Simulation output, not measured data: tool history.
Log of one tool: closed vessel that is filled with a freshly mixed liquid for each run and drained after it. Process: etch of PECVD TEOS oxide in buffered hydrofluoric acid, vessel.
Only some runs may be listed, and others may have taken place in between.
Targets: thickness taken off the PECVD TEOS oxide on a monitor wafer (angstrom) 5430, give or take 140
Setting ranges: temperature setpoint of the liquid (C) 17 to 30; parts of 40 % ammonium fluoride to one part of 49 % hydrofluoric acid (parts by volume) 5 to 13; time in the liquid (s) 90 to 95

| run | hour | temperature setpoint of the liquid (C) | parts of 40 % ammonium fluoride to one part of 49 % hydrofluoric acid (parts by volume) | time in the liquid (s) | thickness taken off the PECVD TEOS oxide on a monitor wafer (angstrom) |
|---|---|---|---|---|---|
| 1 | 0 | 22 | 8 | 90 | 4089.2 |
| 2 | 2.9 | 20.5 | 8 | 90 | 3706.1 |
| 3 | 8 | 20.5 | 9 | 90 | 3289.4 |
| 4 | 16.7 | 18.5 | 9 | 90 | 2934.8 |
| 5 | 23.9 | 18.5 | 9 | 95 | 3062.3 |
| 6 | 26 | 18.5 | 8 | 95 | 3494.8 |
| 7 | 28.2 | 20 | 8 | 95 | 3840 |
| 8 | 37.1 | 21 | 8 | 95 | 4030.2 |
| 9 | 46.2 | 22 | 8 | 95 | 4283.1 |
| 10 | 51.1 | 23 | 8 | 95 | 4513.1 |
| 11 | 56.5 | 27 | 8 | 95 | 5584.7 |

Next run, 4 choices. One meets every target within its allowed miss, the rest don't. Which?
| A | 61.9 | 27.5 | 8.5 | 90 | ? |
| B | 61.9 | 25 | 8 | 95 | ? |
| C | 61.9 | 25 | 7.5 | 95 | ? |
| D | 61.9 | 26.5 | 8.5 | 95 | ? |

| move | thickness taken off the PECVD TEOS oxide on a monitor wafer (angstrom) |
|---|---|
| A | 5079.4 |
| B | 5006.4 |
| C | 5368.3 |
| D | 5082.7 |
A: takes the biggest miss from the last run beyond its target
B: takes the biggest miss from the last run beyond its target
C: every result within its allowed miss
D: takes the biggest miss from the last run beyond its target
Answer: C
